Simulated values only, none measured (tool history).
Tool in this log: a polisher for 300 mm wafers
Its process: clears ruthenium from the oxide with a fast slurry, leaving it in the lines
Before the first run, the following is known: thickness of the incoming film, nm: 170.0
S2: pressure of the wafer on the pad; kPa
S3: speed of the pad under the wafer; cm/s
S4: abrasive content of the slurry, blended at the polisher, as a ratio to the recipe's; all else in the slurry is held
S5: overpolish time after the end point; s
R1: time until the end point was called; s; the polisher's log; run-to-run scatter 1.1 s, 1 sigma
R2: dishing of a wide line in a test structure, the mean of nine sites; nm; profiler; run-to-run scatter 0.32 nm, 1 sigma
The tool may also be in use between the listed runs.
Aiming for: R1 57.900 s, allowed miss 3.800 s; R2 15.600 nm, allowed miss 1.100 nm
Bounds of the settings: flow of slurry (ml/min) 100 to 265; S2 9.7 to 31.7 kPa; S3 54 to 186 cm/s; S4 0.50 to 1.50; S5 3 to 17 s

run 1 hour=0.0 | flow_of_slurry_(ml/min)=170 S2=20.7 S3=118 S4=1.00 S5=9 | R1=28.701 R2=37.355
run 2 hour=3.9 | flow_of_slurry_(ml/min)=170 S2=20.7 S3=96 S4=1.00 S5=9 | R1=33.981 R2=30.481
run 3 hour=12.5 | flow_of_slurry_(ml/min)=170 S2=20.7 S3=120 S4=1.00 S5=9 | R1=27.580 R2=36.911
run 4 hour=16.7 | flow_of_slurry_(ml/min)=170 S2=18.6 S3=112 S4=1.00 S5=8 | R1=32.616 R2=28.864
run 5 hour=21.0 | flow_of_slurry_(ml/min)=145 S2=18.6 S3=112 S4=1.00 S5=8 | R1=33.327 R2=29.270
run 6 hour=25.3 | flow_of_slurry_(ml/min)=145 S2=18.6 S3=112 S4=0.85 S5=8 | R1=38.213 R2=24.620
run 7 hour=29.5 | flow_of_slurry_(ml/min)=145 S2=16.5 S3=110 S4=0.85 S5=8 | R1=42.709 R2=22.765
run 8 hour=37.8 | flow_of_slurry_(ml/min)=145 S2=16.5 S3=110 S4=0.85 S5=8 | R1=41.951 R2=22.632
run 9 hour=45.6 | flow_of_slurry_(ml/min)=145 S2=15.2 S3=108 S4=0.85 S5=8 | R1=48.194 R2=21.243
run 10 hour=49.3 | flow_of_slurry_(ml/min)=145 S2=14.5 S3=108 S4=0.85 S5=8 | R1=48.160 R2=20.270
run 11 hour=50.2 | flow_of_slurry_(ml/min)=145 S2=13.8 S3=108 S4=0.85 S5=8 | R1=50.699 R2=19.359
run 12 hour=55.0 | flow_of_slurry_(ml/min)=145 S2=13.1 S3=108 S4=0.85 S5=8 | R1=54.143 R2=18.707

Which single option among these 4 for the next run brings every result within its allowed miss of target? Just one does.
run A hour=59.8 | flow_of_slurry_(ml/min)=175 S2=16.5 S3=70 S4=0.95 S5=12 | R1=? R2=?
run B hour=59.8 | flow_of_slurry_(ml/min)=160 S2=14.5 S3=126 S4=0.75 S5=6 | R1=? R2=?
run C hour=59.8 | flow_of_slurry_(ml/min)=110 S2=13.1 S3=100 S4=0.90 S5=7 | R1=? R2=?
run D hour=59.8 | flow_of_slurry_(ml/min)=130 S2=12.4 S3=116 S4=0.90 S5=10 | R1=? R2=?

move=A R1=58.383 R2=25.043
move=B R1=45.958 R2=16.776
move=C R1=57.944 R2=15.633
move=D R1=51.358 R2=23.905
A: moves away from the targets compared with the last run
B: moves away from the targets compared with the last run
C: meets every target
D: moves away from the targets compared with the last run
Answer: C
